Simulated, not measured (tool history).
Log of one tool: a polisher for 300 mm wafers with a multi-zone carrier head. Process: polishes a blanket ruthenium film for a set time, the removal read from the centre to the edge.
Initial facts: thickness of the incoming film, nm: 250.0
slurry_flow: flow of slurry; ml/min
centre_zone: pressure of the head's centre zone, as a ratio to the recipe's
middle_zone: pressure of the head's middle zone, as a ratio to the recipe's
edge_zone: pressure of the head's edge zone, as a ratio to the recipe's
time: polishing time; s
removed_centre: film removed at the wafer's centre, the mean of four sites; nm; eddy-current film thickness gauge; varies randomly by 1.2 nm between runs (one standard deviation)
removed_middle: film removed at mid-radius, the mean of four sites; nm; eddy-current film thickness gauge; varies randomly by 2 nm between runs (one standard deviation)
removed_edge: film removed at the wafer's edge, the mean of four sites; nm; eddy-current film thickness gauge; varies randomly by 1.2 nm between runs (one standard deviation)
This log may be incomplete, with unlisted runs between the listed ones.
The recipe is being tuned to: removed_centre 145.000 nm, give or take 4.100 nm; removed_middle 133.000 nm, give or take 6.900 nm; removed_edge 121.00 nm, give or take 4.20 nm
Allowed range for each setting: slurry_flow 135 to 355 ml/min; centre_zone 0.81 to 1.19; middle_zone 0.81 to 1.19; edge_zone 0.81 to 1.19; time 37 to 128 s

{"run": 1, "hour": 0.0, "slurry_flow": 225, "centre_zone": 1.0, "middle_zone": 1.0, "edge_zone": 1.0, "time": 82, "removed_centre": 87.888, "removed_middle": 86.866, "removed_edge": 89.83}
{"run": 2, "hour": 5.9, "slurry_flow": 225, "centre_zone": 1.0, "middle_zone": 1.0, "edge_zone": 1.0, "time": 95, "removed_centre": 103.07, "removed_middle": 101.5, "removed_edge": 106.44}
{"run": 3, "hour": 13.6, "slurry_flow": 225, "centre_zone": 1.0, "middle_zone": 1.0, "edge_zone": 0.97, "time": 95, "removed_centre": 101.35, "removed_middle": 100.78, "removed_edge": 102.09}
{"run": 4, "hour": 15.1, "slurry_flow": 225, "centre_zone": 1.0, "middle_zone": 1.03, "edge_zone": 0.97, "time": 95, "removed_centre": 102.44, "removed_middle": 103.76, "removed_edge": 104.82}
{"run": 5, "hour": 19.4, "slurry_flow": 225, "centre_zone": 1.0, "middle_zone": 0.98, "edge_zone": 0.97, "time": 95, "removed_centre": 102.86, "removed_middle": 98.179, "removed_edge": 103.37}
{"hour": 27.7, "done": "slurry nozzle cleaned"}
{"run": 6, "hour": 27.7, "slurry_flow": 245, "centre_zone": 1.06, "middle_zone": 1.02, "edge_zone": 0.97, "time": 98, "removed_centre": 118.99, "removed_middle": 113.61, "removed_edge": 112.21}
{"run": 7, "hour": 30.2, "slurry_flow": 270, "centre_zone": 1.08, "middle_zone": 1.03, "edge_zone": 0.96, "time": 98, "removed_centre": 122.29, "removed_middle": 120.13, "removed_edge": 111.16}
{"run": 8, "hour": 33.5, "slurry_flow": 280, "centre_zone": 1.11, "middle_zone": 1.03, "edge_zone": 0.98, "time": 98, "removed_centre": 127.4, "removed_middle": 118.7, "removed_edge": 114.58}
{"run": 9, "hour": 41.8, "slurry_flow": 290, "centre_zone": 1.13, "middle_zone": 1.04, "edge_zone": 0.98, "time": 98, "removed_centre": 130.24, "removed_middle": 121.45, "removed_edge": 114.07}
{"run": 10, "hour": 46.2, "slurry_flow": 300, "centre_zone": 1.15, "middle_zone": 1.05, "edge_zone": 0.99, "time": 99, "removed_centre": 135.84, "removed_middle": 125.27, "removed_edge": 114.69}
{"run": 11, "hour": 50.7, "slurry_flow": 305, "centre_zone": 1.15, "middle_zone": 1.05, "edge_zone": 1.0, "time": 100, "removed_centre": 139.31, "removed_middle": 121.39, "removed_edge": 117.09}
{"run": 12, "hour": 56.0, "slurry_flow": 305, "centre_zone": 1.15, "middle_zone": 1.06, "edge_zone": 0.99, "time": 101, "removed_centre": 137.04, "removed_middle": 127.08, "removed_edge": 116.9}
{"run": 13, "hour": 62.6, "slurry_flow": 305, "centre_zone": 1.16, "middle_zone": 1.06, "edge_zone": 0.99, "time": 102, "removed_centre": 142.07, "removed_middle": 123.58, "removed_edge": 119.61}
{"run": 14, "hour": 66.6, "slurry_flow": 315, "centre_zone": 1.16, "middle_zone": 1.06, "edge_zone": 0.98, "time": 102, "removed_centre": 142.04, "removed_middle": 123.71, "removed_edge": 119.39}

Of the 4 settings listed for the next run, only one would bring every result within its allowed miss of target. Which one?
{"run": "A", "hour": 70.6, "slurry_flow": 315, "centre_zone": 1.13, "middle_zone": 0.92, "edge_zone": 0.97, "time": 102, "removed_centre": "?", "removed_middle": "?", "removed_edge": "?"}
{"run": "B", "hour": 70.6, "slurry_flow": 350, "centre_zone": 1.09, "middle_zone": 0.83, "edge_zone": 0.83, "time": 109, "removed_centre": "?", "removed_middle": "?", "removed_edge": "?"}
{"run": "C", "hour": 70.6, "slurry_flow": 355, "centre_zone": 1.15, "middle_zone": 1.02, "edge_zone": 0.96, "time": 99, "removed_centre": "?", "removed_middle": "?", "removed_edge": "?"}
{"run": "D", "hour": 70.6, "slurry_flow": 245, "centre_zone": 1.18, "middle_zone": 1.09, "edge_zone": 0.97, "time": 106, "removed_centre": "?", "removed_middle": "?", "removed_edge": "?"}

move=A removed_centre=136.280 removed_middle=112.350 removed_edge=120.12
move=B removed_centre=141.840 removed_middle=111.390 removed_edge=120.90
move=C removed_centre=136.330 removed_middle=120.200 removed_edge=116.85
move=D removed_centre=143.590 removed_middle=130.990 removed_edge=121.94
A: further off than the last run
B: further off than the last run
C: further off than the last run
D: every result within its allowed miss
Go with D: it meets all targets.
